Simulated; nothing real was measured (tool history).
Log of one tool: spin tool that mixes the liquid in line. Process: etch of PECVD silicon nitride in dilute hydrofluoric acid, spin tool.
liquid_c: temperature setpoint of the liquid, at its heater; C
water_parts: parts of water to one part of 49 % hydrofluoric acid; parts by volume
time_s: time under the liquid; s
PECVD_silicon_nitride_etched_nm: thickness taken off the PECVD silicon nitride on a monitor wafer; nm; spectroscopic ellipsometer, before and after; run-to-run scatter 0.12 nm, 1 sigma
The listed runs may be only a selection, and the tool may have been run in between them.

| run | day | liquid_c | water_parts | time_s | PECVD_silicon_nitride_etched_nm |
|---|---|---|---|---|---|
| 1 | 0 | 23 | 80 | 280 | 13.484 |
| 2 | 0.342 | 20.5 | 80 | 280 | 11.478 |
| 3 | 0.588 | 24 | 70 | 280 | 16.493 |
| 4 | 0.917 | 24 | 70 | 280 | 16.431 |
| 5 | 1.167 | 26.5 | 65 | 280 | 20.966 |
| 6 | 1.233 | 28 | 60 | 280 | 25.007 |
| 7 | 1.575 | 29 | 60 | 280 | 26.472 |

What does the tool deliver on the next run?
| 8 | 1.667 | 29.5 | 60 | 280 | ? |

Run 8 measured PECVD_silicon_nitride_etched_nm 27.411 nm.
